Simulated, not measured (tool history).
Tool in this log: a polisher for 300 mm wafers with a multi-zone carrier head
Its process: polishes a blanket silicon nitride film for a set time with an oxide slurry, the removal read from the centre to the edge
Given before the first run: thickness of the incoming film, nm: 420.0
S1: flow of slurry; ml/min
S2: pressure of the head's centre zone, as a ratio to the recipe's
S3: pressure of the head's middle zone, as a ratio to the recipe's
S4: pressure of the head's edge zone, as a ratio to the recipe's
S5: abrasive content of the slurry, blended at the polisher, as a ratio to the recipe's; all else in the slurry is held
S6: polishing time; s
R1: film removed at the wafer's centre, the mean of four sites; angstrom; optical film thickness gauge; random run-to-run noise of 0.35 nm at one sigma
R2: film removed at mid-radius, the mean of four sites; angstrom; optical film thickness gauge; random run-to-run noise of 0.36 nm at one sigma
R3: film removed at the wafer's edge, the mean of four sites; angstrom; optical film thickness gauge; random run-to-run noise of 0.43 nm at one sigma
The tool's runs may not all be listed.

Run 1, hour 0: S1 125 ml/min, S2 1, S3 1, S4 1, S5 1, S6 76 s. Result: R1 691.78 angstrom, R2 690.06 angstrom, R3 682.71 angstrom.
Run 2, hour 5.5: S1 120 ml/min, S2 0.98, S3 0.99, S4 0.96, S5 0.9, S6 76 s. Result: R1 630.01 angstrom, R2 640.49 angstrom, R3 633.53 angstrom.
Run 3, hour 8.6: S1 120 ml/min, S2 0.98, S3 0.95, S4 0.96, S5 0.9, S6 76 s. Result: R1 634.1 angstrom, R2 623.26 angstrom, R3 630.64 angstrom.
Run 4, hour 12.3: S1 120 ml/min, S2 0.98, S3 0.88, S4 0.96, S5 0.9, S6 76 s. Result: R1 642.05 angstrom, R2 587.56 angstrom, R3 644 angstrom.
Run 5, hour 12.8: S1 140 ml/min, S2 0.98, S3 0.88, S4 0.96, S5 0.9, S6 76 s. Result: R1 663.9 angstrom, R2 605.39 angstrom, R3 647.53 angstrom.
Run 6, hour 21.5: S1 140 ml/min, S2 0.98, S3 0.82, S4 0.96, S5 0.9, S6 76 s. Result: R1 648.71 angstrom, R2 582.33 angstrom, R3 640.72 angstrom.
Run 7, hour 26.1: S1 140 ml/min, S2 0.95, S3 0.85, S4 0.92, S5 0.8, S6 76 s. Result: R1 588.8 angstrom, R2 559.26 angstrom, R3 590.53 angstrom.
Run 8, hour 28: S1 135 ml/min, S2 0.94, S3 0.87, S4 0.89, S5 0.8, S6 76 s. Result: R1 586.37 angstrom, R2 557.67 angstrom, R3 585.45 angstrom.
Run 9, hour 30.5: S1 130 ml/min, S2 0.93, S3 0.89, S4 0.87, S5 0.75, S6 76 s. Result: R1 549.76 angstrom, R2 550.41 angstrom, R3 540.83 angstrom.
Run 10, hour 36.4: S1 120 ml/min, S2 0.92, S3 0.89, S4 0.86, S5 0.75, S6 76 s. Result: R1 535.76 angstrom, R2 538.8 angstrom, R3 542.49 angstrom.

Predict the results of run 11:
Run 11, hour 41.9: S1 115 ml/min, S2 0.91, S3 0.9, S4 0.85, S5 0.75, S6 76 s. Result: R1 ?, R2 ?, R3 ?.

R1: 531.4 angstrom
R2: 532.62 angstrom
R3: 530.55 angstrom

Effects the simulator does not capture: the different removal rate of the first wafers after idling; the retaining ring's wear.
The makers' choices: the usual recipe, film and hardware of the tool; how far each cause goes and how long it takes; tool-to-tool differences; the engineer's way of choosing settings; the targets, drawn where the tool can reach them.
